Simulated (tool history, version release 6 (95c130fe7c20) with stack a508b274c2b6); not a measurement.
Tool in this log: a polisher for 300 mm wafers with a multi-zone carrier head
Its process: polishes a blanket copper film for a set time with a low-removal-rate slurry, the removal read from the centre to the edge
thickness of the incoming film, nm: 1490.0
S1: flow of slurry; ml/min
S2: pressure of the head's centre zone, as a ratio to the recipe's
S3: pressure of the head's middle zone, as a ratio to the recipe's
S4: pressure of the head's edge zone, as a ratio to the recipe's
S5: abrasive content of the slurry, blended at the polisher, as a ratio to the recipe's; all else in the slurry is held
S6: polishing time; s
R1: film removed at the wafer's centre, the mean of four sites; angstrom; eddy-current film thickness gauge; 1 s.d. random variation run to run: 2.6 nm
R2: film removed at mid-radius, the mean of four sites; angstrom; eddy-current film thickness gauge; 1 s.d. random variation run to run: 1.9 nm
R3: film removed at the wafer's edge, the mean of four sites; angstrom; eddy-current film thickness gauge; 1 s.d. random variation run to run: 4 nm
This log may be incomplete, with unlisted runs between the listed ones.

| run | day | S1 | S2 | S3 | S4 | S5 | S6 | R1 | R2 | R3 |
|---|---|---|---|---|---|---|---|---|---|---|
| 1 | 0 | 295 | 1 | 1 | 1 | 1 | 58 | 2556.3 | 2458.9 | 2413.3 |
| 2 | 0.321 | 305 | 1.03 | 1 | 1.03 | 1.05 | 58 | 2629.1 | 2474.1 | 2536.2 |
| 3 | 0.621 | 315 | 1.06 | 1.01 | 1.03 | 1.05 | 58 | 2721.5 | 2511.7 | 2449.2 |
| 4 | 0.679 | 315 | 1.06 | 1.06 | 1.03 | 1.05 | 58 | 2745.3 | 2664 | 2485.5 |
| 5 | 1.029 | 320 | 1.08 | 1.05 | 1.05 | 1.1 | 58 | 2815.4 | 2631.7 | 2553 |
| 6 | 1.304 | 325 | 1.1 | 1.04 | 1.06 | 1.15 | 58 | 2846 | 2656.2 | 2538.3 |
| 7 | 1.529 | 305 | 1.18 | 0.94 | 1.15 | 1.25 | 62 | 3366.8 | 2657.8 | 2885 |
| 8 | 1.817 | 300 | 1.17 | 0.95 | 1.13 | 1.25 | 62 | 3281.9 | 2677.9 | 2878.7 |

What will run 9 give?
| 9 | 2.062 | 295 | 1.16 | 0.95 | 1.11 | 1.2 | 62 | ? | ? | ? |

Run 9 yielded R1 3251.3 angstrom, R2 2653.7 angstrom, R3 2871.4 angstrom.
